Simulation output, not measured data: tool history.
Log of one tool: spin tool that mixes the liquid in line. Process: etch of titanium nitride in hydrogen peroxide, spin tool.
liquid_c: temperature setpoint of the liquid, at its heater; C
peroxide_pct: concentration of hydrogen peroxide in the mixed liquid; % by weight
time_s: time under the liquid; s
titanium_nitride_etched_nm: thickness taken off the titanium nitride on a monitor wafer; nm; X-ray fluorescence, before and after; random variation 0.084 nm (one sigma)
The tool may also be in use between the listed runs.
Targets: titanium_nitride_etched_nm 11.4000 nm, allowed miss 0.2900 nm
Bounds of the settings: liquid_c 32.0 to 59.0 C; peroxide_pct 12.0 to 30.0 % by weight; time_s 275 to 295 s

run	hour	liquid_c	peroxide_pct	time_s	titanium_nitride_etched_nm
1	0.0	43.0	21.5	275	9.5855
2	5.8	43.5	21.5	275	9.9576
3	7.6	44.0	21.5	275	10.4760
4	12.5	48.0	21.5	275	13.7500
5	18.3	48.0	18.5	275	13.2940
6	19.0	48.0	18.5	275	13.4980
7	22.0	47.5	18.5	275	12.9380
8	24.6	47.0	18.5	275	12.4170
9	30.2	46.5	18.5	275	11.8870

5 next moves are on the table. One of them brings every result within its allowed miss. Which?
A	35.8	46.0	12.0	295	?
B	35.8	46.5	21.0	275	?
C	35.8	46.5	19.0	275	?
D	35.8	46.0	17.5	290	?
E	35.8	46.0	18.0	285	?

move	titanium_nitride_etched_nm
A	11.3550
B	12.3570
C	12.0950
D	12.0840
E	11.9470
A: meets every target
B: further off than the last run
C: further off than the last run
D: further off than the last run
E: further off than the last run
The right move is A.

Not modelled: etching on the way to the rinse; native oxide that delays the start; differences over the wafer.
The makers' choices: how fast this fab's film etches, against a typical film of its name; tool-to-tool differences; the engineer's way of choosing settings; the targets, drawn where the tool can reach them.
